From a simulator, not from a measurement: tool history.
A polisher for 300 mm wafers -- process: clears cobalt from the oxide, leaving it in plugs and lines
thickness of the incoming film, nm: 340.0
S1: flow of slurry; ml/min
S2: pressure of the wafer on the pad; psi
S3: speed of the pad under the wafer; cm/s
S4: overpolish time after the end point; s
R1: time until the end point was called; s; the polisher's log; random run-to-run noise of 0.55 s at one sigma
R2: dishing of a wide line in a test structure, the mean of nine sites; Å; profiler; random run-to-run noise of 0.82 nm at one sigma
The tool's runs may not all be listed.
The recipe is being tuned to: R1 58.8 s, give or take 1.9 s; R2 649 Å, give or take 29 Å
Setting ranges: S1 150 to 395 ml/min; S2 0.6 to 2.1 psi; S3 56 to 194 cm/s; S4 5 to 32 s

{"run": 1, "day": 0.0, "S1": 250, "S2": 1.3, "S3": 124, "S4": 16, "R1": 85.557, "R2": 460.38}
{"run": 2, "day": 0.183, "S1": 250, "S2": 1.4, "S3": 124, "S4": 17, "R1": 80.775, "R2": 488.12}
{"run": 3, "day": 0.342, "S1": 250, "S2": 1.4, "S3": 146, "S4": 17, "R1": 68.174, "R2": 525.33}
{"run": 4, "day": 0.675, "S1": 250, "S2": 1.4, "S3": 146, "S4": 18, "R1": 67.948, "R2": 524.88}
{"run": 5, "day": 0.958, "S1": 250, "S2": 1.4, "S3": 134, "S4": 18, "R1": 75.05, "R2": 510.48}
{"run": 6, "day": 1.021, "S1": 290, "S2": 1.4, "S3": 134, "S4": 18, "R1": 73.417, "R2": 522.4}
{"run": 7, "day": 1.338, "S1": 290, "S2": 1.5, "S3": 134, "S4": 19, "R1": 68.068, "R2": 545.38}
{"run": 8, "day": 1.667, "S1": 290, "S2": 1.5, "S3": 134, "S4": 20, "R1": 68.302, "R2": 550.39}
{"run": 9, "day": 1.696, "S1": 290, "S2": 1.5, "S3": 134, "S4": 21, "R1": 67.803, "R2": 579.26}

Exercise: of the 5 proposed moves below, exactly one satisfies all targets within the stated allowed misses. Which move is it?
{"run": "A", "day": 1.725, "S1": 290, "S2": 2, "S3": 118, "S4": 15, "R1": "?", "R2": "?"}
{"run": "B", "day": 1.725, "S1": 290, "S2": 1.6, "S3": 172, "S4": 26, "R1": "?", "R2": "?"}
{"run": "C", "day": 1.725, "S1": 325, "S2": 1.3, "S3": 162, "S4": 27, "R1": "?", "R2": "?"}
{"run": "D", "day": 1.725, "S1": 320, "S2": 1.8, "S3": 136, "S4": 13, "R1": "?", "R2": "?"}
{"run": "E", "day": 1.725, "S1": 325, "S2": 1.4, "S3": 164, "S4": 26, "R1": "?", "R2": "?"}

move=A R1=58.486 R2=530.16
move=B R1=50.407 R2=658.06
move=C R1=64.741 R2=630.51
move=D R1=55.992 R2=505.69
move=E R1=59.528 R2=637.14
A: brings the result that was furthest off to its target, and leaves another outside
B: pushes the last run's worst result past its target
C: nearer the targets than the last run, but a result is still out of spec
D: pushes the last run's worst result past its target
E: hits every target within its allowed miss
The move that meets every target is E.
